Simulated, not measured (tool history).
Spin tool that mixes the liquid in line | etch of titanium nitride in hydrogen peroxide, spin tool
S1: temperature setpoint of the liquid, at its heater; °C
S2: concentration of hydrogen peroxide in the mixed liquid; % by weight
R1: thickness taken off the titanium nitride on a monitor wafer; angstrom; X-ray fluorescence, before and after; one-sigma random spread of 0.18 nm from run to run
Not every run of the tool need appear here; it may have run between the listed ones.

{"run": 1, "hour": 0.0, "S1": 48, "S2": 20, "time under the liquid (s)": 290, "R1": 123.98}
{"run": 2, "hour": 7.0, "S1": 41.5, "S2": 20, "time under the liquid (s)": 290, "R1": 76.01}
{"run": 3, "hour": 8.2, "S1": 38, "S2": 20, "time under the liquid (s)": 290, "R1": 57.563}
{"run": 4, "hour": 9.6, "S1": 35.5, "S2": 20, "time under the liquid (s)": 290, "R1": 47.895}
{"run": 5, "hour": 10.5, "S1": 42.5, "S2": 20, "time under the liquid (s)": 290, "R1": 82.579}
{"run": 6, "hour": 14.3, "S1": 47, "S2": 20, "time under the liquid (s)": 290, "R1": 114.44}
{"run": 7, "hour": 22.8, "S1": 50, "S2": 20, "time under the liquid (s)": 290, "R1": 141.74}
{"run": 8, "hour": 30.5, "S1": 52, "S2": 20, "time under the liquid (s)": 290, "R1": 165.05}

What does the tool deliver on the next run?
{"run": 9, "hour": 38.7, "S1": 53.5, "S2": 20, "time under the liquid (s)": 290, "R1": "?"}

R1: 181.49 angstrom

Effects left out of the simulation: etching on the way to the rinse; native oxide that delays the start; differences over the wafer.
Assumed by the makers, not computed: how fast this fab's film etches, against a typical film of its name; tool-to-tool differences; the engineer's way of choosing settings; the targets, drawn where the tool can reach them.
